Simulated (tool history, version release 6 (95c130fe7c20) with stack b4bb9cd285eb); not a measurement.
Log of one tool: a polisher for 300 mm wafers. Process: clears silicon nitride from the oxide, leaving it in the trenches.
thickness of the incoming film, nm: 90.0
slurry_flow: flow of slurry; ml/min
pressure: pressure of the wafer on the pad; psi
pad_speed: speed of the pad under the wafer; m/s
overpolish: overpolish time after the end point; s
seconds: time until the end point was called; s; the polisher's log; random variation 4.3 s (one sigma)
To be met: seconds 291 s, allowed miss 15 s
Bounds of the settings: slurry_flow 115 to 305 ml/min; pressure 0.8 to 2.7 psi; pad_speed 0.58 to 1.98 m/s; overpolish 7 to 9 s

Run 1, day 0: slurry_flow 195 ml/min, pressure 1.7 psi, pad_speed 1.28 m/s, overpolish 9 s. Result: seconds 156.24 s.
Run 2, day 0.196: slurry_flow 195 ml/min, pressure 1.7 psi, pad_speed 1.54 m/s, overpolish 9 s. Result: seconds 129 s.
Run 3, day 0.533: slurry_flow 190 ml/min, pressure 1.4 psi, pad_speed 1.42 m/s, overpolish 9 s. Result: seconds 169.32 s.
Run 4, day 0.746: slurry_flow 190 ml/min, pressure 1.2 psi, pad_speed 1.34 m/s, overpolish 9 s. Result: seconds 204.3 s.
Run 5, day 0.812: slurry_flow 190 ml/min, pressure 1.1 psi, pad_speed 1.3 m/s, overpolish 9 s. Result: seconds 228.69 s.
Run 6, day 0.888: slurry_flow 190 ml/min, pressure 1.1 psi, pad_speed 1.6 m/s, overpolish 9 s. Result: seconds 184.5 s.
Run 7, day 1.108: slurry_flow 185 ml/min, pressure 1 psi, pad_speed 1.48 m/s, overpolish 9 s. Result: seconds 216.94 s.
Run 8, day 1.167: slurry_flow 180 ml/min, pressure 0.9 psi, pad_speed 1.42 m/s, overpolish 9 s. Result: seconds 246.29 s.

4 next moves are on the table. One of them brings every result within its allowed miss. Which?
Run A, day 1.225: slurry_flow 115 ml/min, pressure 0.8 psi, pad_speed 1.46 m/s, overpolish 9 s. Result: seconds ?.
Run B, day 1.225: slurry_flow 160 ml/min, pressure 0.9 psi, pad_speed 1.44 m/s, overpolish 7 s. Result: seconds ?.
Run C, day 1.225: slurry_flow 170 ml/min, pressure 0.8 psi, pad_speed 1.52 m/s, overpolish 8 s. Result: seconds ?.
Run D, day 1.225: slurry_flow 205 ml/min, pressure 0.9 psi, pad_speed 1.04 m/s, overpolish 7 s. Result: seconds ?.

move  seconds
   A      290
   B   254.47
   C   264.21
   D   338.62
A: meets every target
B: nearer than the last run, and not there yet
C: nearer than the last run, and not there yet
D: takes the result that was furthest off past its target
Answer: A

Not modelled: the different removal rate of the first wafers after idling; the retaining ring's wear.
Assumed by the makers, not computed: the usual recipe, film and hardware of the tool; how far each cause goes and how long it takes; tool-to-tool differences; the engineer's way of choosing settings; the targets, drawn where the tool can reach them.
